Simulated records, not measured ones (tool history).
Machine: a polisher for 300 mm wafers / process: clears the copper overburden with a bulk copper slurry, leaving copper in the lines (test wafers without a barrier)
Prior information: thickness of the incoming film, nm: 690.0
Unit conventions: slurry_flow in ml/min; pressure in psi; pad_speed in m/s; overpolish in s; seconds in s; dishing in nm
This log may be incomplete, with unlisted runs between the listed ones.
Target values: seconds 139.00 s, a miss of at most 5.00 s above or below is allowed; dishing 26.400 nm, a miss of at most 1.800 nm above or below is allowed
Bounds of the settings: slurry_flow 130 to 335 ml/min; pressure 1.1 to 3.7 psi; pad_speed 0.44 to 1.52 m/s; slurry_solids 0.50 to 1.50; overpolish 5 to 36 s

| run | hour | slurry_flow | pressure | pad_speed | slurry_solids | overpolish | seconds | dishing |
|---|---|---|---|---|---|---|---|---|
| 1 | 0.0 | 215 | 2.4 | 0.98 | 1.00 | 18 | 91.90 | 35.027 |
| 2 | 5.6 | 215 | 2.4 | 0.98 | 1.00 | 12 | 92.01 | 30.866 |
| 3 | 6.7 | 215 | 2.1 | 0.98 | 1.00 | 12 | 106.38 | 29.103 |
| 4 | 9.9 | 215 | 2.0 | 0.98 | 1.00 | 12 | 110.38 | 26.907 |
| 5 | 11.9 | 215 | 1.9 | 0.98 | 1.00 | 14 | 117.04 | 29.178 |
| 6 | 21.0 | 215 | 1.8 | 0.98 | 1.00 | 14 | 125.44 | 27.511 |
| 7 | 21.9 | 210 | 1.7 | 0.98 | 1.00 | 14 | 129.32 | 25.810 |
| 8 | 29.2 | 210 | 1.7 | 0.98 | 1.00 | 15 | 131.07 | 28.105 |
| 9 | 31.1 | 205 | 1.5 | 0.98 | 1.00 | 13 | 143.47 | 24.188 |
| 10 | 31.9 | 210 | 1.5 | 0.98 | 1.00 | 14 | 145.85 | 25.450 |

Pick the move, out of 4, that brings all results within their allowed miss; only one does.
| A | 32.7 | 190 | 1.6 | 0.96 | 0.90 | 26 | ? | ? |
| B | 32.7 | 210 | 1.7 | 0.82 | 0.90 | 23 | ? | ? |
| C | 32.7 | 190 | 1.7 | 1.02 | 0.75 | 14 | ? | ? |
| D | 32.7 | 185 | 1.7 | 0.80 | 1.05 | 11 | ? | ? |

| move | seconds | dishing |
|---|---|---|
| A | 147.58 | 31.995 |
| B | 155.54 | 30.733 |
| C | 140.28 | 26.222 |
| D | 153.66 | 21.892 |
A: its largest miss is bigger than the last run's
B: its largest miss is bigger than the last run's
C: every result within its allowed miss
D: its largest miss is bigger than the last run's
C is the move that brings every result within its allowed miss.

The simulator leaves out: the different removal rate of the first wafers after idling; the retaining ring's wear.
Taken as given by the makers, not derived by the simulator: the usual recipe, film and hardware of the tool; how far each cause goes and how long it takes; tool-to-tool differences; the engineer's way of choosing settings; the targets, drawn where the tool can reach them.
